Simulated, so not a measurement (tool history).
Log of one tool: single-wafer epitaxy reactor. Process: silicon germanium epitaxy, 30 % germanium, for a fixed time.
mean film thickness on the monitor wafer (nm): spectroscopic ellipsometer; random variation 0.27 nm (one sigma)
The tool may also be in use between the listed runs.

| run | hour | wafer temperature setpoint (pyrometer-controlled) (deg C) | chamber pressure (Torr) | mean film thickness on the monitor wafer (nm) |
|---|---|---|---|---|
| 1 | 0 | 585 | 15.3 | 41.099 |
| 2 | 7.5 | 586 | 15.3 | 41.888 |
| 3 | 15.1 | 587 | 15.3 | 42.988 |
| 4 | 23.3 | 578 | 15.3 | 34.987 |
| 5 | 24.4 | 581 | 15.3 | 37.567 |
| 6 | 32.6 | 583 | 15.3 | 38.935 |
| 7 | 35.7 | 585 | 15.3 | 41.253 |
| 8 | 44.2 | 586 | 15.3 | 41.876 |
| 9 | 51.2 | 587 | 15.3 | 43.012 |
| 10 | 53.6 | 588 | 15.3 | 43.438 |
| 11 | 59.5 | 589 | 15.3 | 44.447 |

Forecast run 12:
| 12 | 64.7 | 590 | 15.3 | ? |

Run 12 gave mean film thickness on the monitor wafer (nm) 45.432.
